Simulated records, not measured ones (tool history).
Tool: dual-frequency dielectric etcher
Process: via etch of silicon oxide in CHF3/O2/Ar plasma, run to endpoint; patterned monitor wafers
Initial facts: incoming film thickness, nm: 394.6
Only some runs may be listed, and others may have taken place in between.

| run | hour | source power (W) | bias power (W) | endpoint time (s) |
|---|---|---|---|---|
| 1 | 0.0 | 510 | 157 | 215.31 |
| 2 | 5.4 | 510 | 170 | 211.43 |
| 3 | 7.3 | 450 | 170 | 226.47 |
| 4 | 16.3 | 450 | 155 | 233.05 |
| 5 | 24.5 | 450 | 173 | 227.53 |
| 6 | 30.5 | 450 | 199 | 216.23 |
| 7 | 38.5 | 440 | 198 | 225.08 |
| 8 | 42.2 | 430 | 197 | 223.98 |
| 9 | 50.8 | 330 | 173 | 292.51 |
| 10 | 53.8 | 340 | 173 | 282.90 |
| 11 | 62.5 | 350 | 173 | 275.25 |

For run 12, what comes out?
| 12 | 66.2 | 360 | 173 | ? |

endpoint time (s): 266.76
